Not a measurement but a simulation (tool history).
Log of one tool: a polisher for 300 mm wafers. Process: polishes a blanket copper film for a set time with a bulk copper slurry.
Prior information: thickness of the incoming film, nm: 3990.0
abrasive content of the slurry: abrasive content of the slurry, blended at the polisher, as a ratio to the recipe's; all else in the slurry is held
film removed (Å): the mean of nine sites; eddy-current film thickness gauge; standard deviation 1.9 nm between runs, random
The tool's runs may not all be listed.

run	day	flow of slurry (ml/min)	pressure of the wafer on the pad (kPa)	speed of the pad under the wafer (cm/s)	abrasive content of the slurry	polishing time (s)	film removed (Å)
1	0	270	14.5	88	1	31	1934.6
2	0.029	270	14.5	88	1	28	1757.3
3	0.396	205	14.5	88	1	28	1658.7
4	0.55	205	14.5	88	1	31	1830.5
5	0.704	205	14.5	88	1	28	1688.1
6	0.925	260	14.5	88	1	28	1695.8
7	1.104	260	13.8	88	1	28	1609.8
8	1.208	260	13.1	88	1	28	1603.1

What does the tool deliver on the next run?
9	1.579	260	12.4	88	1	28	?

film removed (Å): 1484.7

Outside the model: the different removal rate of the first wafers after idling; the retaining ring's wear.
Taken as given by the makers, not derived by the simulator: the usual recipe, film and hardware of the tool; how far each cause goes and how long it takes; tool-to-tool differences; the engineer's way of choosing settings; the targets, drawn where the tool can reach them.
